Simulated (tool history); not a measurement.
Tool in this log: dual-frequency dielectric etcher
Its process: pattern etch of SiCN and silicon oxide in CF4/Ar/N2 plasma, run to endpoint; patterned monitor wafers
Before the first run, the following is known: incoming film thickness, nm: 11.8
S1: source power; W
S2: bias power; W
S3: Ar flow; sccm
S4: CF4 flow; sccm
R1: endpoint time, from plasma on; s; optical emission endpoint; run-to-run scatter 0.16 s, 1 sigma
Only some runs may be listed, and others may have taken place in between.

run	hour	S1	S2	S3	S4	R1
1	0.0	580	68	125	44	13.142
2	8.3	550	67	126	44	13.797
3	10.7	630	67	126	44	12.526
4	13.1	590	64	128	44	13.429
5	13.6	590	64	137	44	13.594
6	17.8	590	64	155	44	13.882
7	20.7	560	63	155	44	14.311
8	28.7	530	61	156	44	15.314
9	35.1	510	60	156	44	15.988
10	41.8	490	60	156	44	16.629
11	44.6	480	60	156	44	16.909

What does the tool deliver on the next run?
12	48.2	470	60	156	44	?

R1: 17.074 s
